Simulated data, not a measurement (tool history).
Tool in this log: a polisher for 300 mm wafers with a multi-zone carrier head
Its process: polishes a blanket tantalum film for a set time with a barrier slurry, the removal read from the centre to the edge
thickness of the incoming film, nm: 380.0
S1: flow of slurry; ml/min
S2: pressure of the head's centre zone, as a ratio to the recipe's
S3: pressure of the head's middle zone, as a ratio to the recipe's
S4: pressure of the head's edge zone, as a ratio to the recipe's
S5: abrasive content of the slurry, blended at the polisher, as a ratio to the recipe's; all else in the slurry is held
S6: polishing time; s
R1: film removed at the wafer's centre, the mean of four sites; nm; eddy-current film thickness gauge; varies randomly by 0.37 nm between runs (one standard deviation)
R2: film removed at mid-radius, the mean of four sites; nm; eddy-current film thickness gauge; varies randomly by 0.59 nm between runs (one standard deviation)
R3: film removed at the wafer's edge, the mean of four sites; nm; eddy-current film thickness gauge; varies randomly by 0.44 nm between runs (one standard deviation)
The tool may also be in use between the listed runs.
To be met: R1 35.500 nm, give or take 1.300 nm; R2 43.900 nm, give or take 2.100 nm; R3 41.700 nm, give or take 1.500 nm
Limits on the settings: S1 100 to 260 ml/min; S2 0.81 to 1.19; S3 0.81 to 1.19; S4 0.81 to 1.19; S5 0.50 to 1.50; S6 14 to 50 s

run,day,S1,S2,S3,S4,S5,S6,R1,R2,R3
1,0.000,165,1.00,1.00,1.00,1.00,32,66.158,69.115,69.479
2,0.317,155,0.95,1.00,0.96,0.85,29,55.239,59.828,57.039
3,0.504,155,1.02,1.00,0.96,0.85,29,57.849,58.092,58.519
4,0.700,155,1.02,1.00,0.96,0.85,34,67.294,68.344,67.643
5,0.921,140,0.96,1.00,0.98,0.75,31,53.606,58.083,57.538
# day 1.154: centre zone pressure recalibrated
6,1.154,130,0.92,1.00,0.98,0.65,30,49.466,52.116,52.496
7,1.200,120,0.89,1.04,1.01,0.60,28,41.302,45.988,47.136
8,1.225,115,0.87,1.07,1.00,0.55,28,38.352,44.555,43.019
9,1.462,110,0.85,1.08,1.00,0.55,28,37.301,44.426,43.309
10,1.704,105,0.82,1.10,0.95,0.50,28,33.662,42.547,39.798
11,1.771,110,0.82,1.09,0.96,0.50,28,33.188,42.832,40.446
12,2.129,135,0.87,1.08,0.97,0.50,28,37.084,43.644,40.823

Exactly one of the 5 candidate moves below puts every result within its allowed miss. Which one?
A,2.488,180,0.94,1.13,0.92,0.50,27,?,?,?
B,2.488,110,0.83,1.07,0.93,0.85,22,?,?,?
C,2.488,145,0.96,0.97,1.00,0.50,27,?,?,?
D,2.488,110,0.86,0.99,1.01,0.55,27,?,?,?
E,2.488,170,0.88,1.17,0.96,0.50,25,?,?,?

move,R1,R2,R3
A,40.927,47.208,40.286
B,35.498,44.244,40.871
C,39.960,39.939,40.803
D,36.100,40.832,41.884
E,35.372,44.641,37.743
A: further off than the last run
B: all results land within tolerance of their targets
C: further off than the last run
D: gets the furthest-off result to its target, but another result is out of tolerance
E: gets the furthest-off result to its target, but another result is out of tolerance
Move B is the one to make.
